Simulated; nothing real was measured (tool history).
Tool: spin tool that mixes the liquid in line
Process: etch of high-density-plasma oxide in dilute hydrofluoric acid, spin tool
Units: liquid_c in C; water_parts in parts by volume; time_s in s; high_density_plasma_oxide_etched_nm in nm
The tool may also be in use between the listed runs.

run	hour	liquid_c	water_parts	time_s	high_density_plasma_oxide_etched_nm
1	0.0	25.0	245	80	1.4001
2	3.2	28.0	245	80	1.5400
3	3.8	29.5	245	80	1.6239
4	10.3	29.5	245	80	1.6200
5	16.0	31.5	245	80	1.7380
6	20.2	33.0	245	80	1.8231
7	22.7	33.0	190	80	2.5334

Run 8 comes next. What will it give?
8	25.3	33.0	160	80	?

high_density_plasma_oxide_etched_nm: 3.1074 nm

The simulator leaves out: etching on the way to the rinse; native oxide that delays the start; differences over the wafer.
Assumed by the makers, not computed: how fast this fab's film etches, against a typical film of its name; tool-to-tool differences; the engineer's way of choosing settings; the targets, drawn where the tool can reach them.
